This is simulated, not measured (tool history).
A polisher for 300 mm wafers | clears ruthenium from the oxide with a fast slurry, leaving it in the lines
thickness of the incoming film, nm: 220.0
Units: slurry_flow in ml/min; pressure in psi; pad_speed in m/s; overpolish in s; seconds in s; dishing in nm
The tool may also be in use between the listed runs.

run	hour	slurry_flow	pressure	pad_speed	slurry_solids	overpolish	seconds	dishing
1	0	290	3.1	0.82	1	10	74.249	23.746
2	0.6	250	3.1	0.82	1	10	75.077	23.494
3	1.2	250	3.1	1.02	1	10	61.92	27.295
4	5.2	250	3.1	0.94	1	10	65.597	25.765
5	8.8	250	2.9	0.94	1	10	71.971	25.183
6	10	250	2.8	0.94	1	10	70.905	24.767

Forecast run 7:
7	15.7	250	2.6	0.94	1	10	?	?

{"run 7": {"seconds": 76.791, "dishing": 22.677}}
